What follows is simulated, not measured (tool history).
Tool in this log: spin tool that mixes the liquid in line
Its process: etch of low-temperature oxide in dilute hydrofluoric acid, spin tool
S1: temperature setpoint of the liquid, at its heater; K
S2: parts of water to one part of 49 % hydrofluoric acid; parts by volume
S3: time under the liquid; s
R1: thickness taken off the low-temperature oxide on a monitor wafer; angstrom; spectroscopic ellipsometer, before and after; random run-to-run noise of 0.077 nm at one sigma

run    day      S1   S2  S3      R1
  1  0.000  293.15  160  50  82.052
  2  0.229  293.15  160  50  82.952
  3  0.462  293.15  195  50  65.975
  4  0.546  293.15  195  50  64.689
  5  0.792  295.65  180  50  78.977
  6  0.917  295.65  155  50  93.405

Run 7, settings as shown, results not yet in. Your forecast:
  7  1.254  297.15  155  50   ?

Run 7 measured R1 99.773 angstrom.
